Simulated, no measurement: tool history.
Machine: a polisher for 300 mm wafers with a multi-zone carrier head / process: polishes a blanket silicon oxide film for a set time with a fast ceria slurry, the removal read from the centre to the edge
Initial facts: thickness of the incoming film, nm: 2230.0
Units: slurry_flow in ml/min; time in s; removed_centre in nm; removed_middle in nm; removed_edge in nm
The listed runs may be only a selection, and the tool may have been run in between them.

run	hour	slurry_flow	centre_zone	middle_zone	edge_zone	time	removed_centre	removed_middle	removed_edge
1	0.0	220	1.00	1.00	1.00	47	931.06	945.59	963.34
2	2.1	220	1.00	1.00	1.00	38	760.16	767.06	773.84
3	5.7	220	0.95	1.00	1.00	38	717.48	764.75	798.37
4	12.2	230	0.98	0.96	1.05	45	882.51	896.16	931.84
5	20.1	195	0.99	0.91	1.07	51	968.34	961.57	1068.70
6	26.0	195	0.99	0.91	1.07	39	768.54	730.91	806.57
7	29.2	180	1.02	0.88	1.09	47	918.87	859.88	986.91

What does the tool deliver on the next run?
8	34.7	170	1.06	0.88	1.11	51	?	?	?

Logged for run 8: removed_centre 1025.80 nm, removed_middle 917.36 nm, removed_edge 1056.20 nm.
